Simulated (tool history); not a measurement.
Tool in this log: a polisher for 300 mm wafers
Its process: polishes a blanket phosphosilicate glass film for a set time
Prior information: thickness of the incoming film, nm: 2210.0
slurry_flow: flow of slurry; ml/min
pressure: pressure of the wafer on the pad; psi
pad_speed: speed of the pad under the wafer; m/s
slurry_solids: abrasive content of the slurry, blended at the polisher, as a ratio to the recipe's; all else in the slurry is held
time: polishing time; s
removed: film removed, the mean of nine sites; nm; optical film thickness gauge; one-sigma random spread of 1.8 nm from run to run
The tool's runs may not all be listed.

run,day,slurry_flow,pressure,pad_speed,slurry_solids,time,removed
1,0.000,150,2.0,0.94,1.0,40,174.42
2,0.108,135,2.0,0.94,1.0,40,171.09
3,0.217,135,2.0,0.94,0.9,40,156.36
4,0.446,135,2.0,0.94,0.9,40,156.74
5,0.546,135,2.0,0.94,0.9,42,165.59
6,0.596,135,2.0,0.94,0.9,42,165.50
7,0.712,150,2.1,0.94,0.9,42,170.98

What does the tool deliver on the next run?
8,0.967,150,2.2,0.94,0.9,42,?

removed: 180.19 nm
